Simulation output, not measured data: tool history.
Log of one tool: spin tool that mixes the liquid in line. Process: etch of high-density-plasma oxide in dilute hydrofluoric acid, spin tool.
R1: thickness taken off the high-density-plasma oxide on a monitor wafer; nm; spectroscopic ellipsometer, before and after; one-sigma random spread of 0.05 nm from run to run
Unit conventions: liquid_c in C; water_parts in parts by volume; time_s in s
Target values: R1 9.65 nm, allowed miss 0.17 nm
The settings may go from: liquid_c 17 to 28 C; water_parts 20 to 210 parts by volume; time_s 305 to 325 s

run 1 hour=0 | liquid_c=20 water_parts=115 time_s=305 | R1=12.983
run 2 hour=3.8 | liquid_c=17 water_parts=115 time_s=305 | R1=11.573
run 3 hour=8.7 | liquid_c=18.5 water_parts=115 time_s=305 | R1=12.292
run 4 hour=14.3 | liquid_c=18.5 water_parts=80 time_s=305 | R1=18.338
run 5 hour=18.5 | liquid_c=17 water_parts=80 time_s=305 | R1=17.126
run 6 hour=24.8 | liquid_c=17 water_parts=80 time_s=325 | R1=18.254
run 7 hour=29.9 | liquid_c=17 water_parts=90 time_s=325 | R1=16.037
run 8 hour=32.8 | liquid_c=17 water_parts=95 time_s=325 | R1=15.212
run 9 hour=39.8 | liquid_c=17 water_parts=100 time_s=325 | R1=14.505
run 10 hour=40.9 | liquid_c=17 water_parts=105 time_s=325 | R1=13.637
run 11 hour=48 | liquid_c=17 water_parts=110 time_s=325 | R1=12.993
run 12 hour=49.5 | liquid_c=17 water_parts=115 time_s=325 | R1=12.204
run 13 hour=57.8 | liquid_c=17 water_parts=120 time_s=325 | R1=11.693
run 14 hour=59.6 | liquid_c=17 water_parts=125 time_s=325 | R1=11.136
run 15 hour=60.7 | liquid_c=17 water_parts=135 time_s=325 | R1=10.186

Pick the move, out of 4, that brings all results within their allowed miss; only one does.
run A hour=61.8 | liquid_c=20 water_parts=145 time_s=310 | R1=?
run B hour=61.8 | liquid_c=18 water_parts=140 time_s=305 | R1=?
run C hour=61.8 | liquid_c=17 water_parts=130 time_s=305 | R1=?
run D hour=61.8 | liquid_c=17 water_parts=135 time_s=320 | R1=?

move=A R1=10.117
move=B R1=9.5583
move=C R1=9.978
move=D R1=10.031
A: closes in on the targets versus the last run, not all within tolerance yet
B: hits every target within its allowed miss
C: closes in on the targets versus the last run, not all within tolerance yet
D: closes in on the targets versus the last run, not all within tolerance yet
The move that meets every target is B.
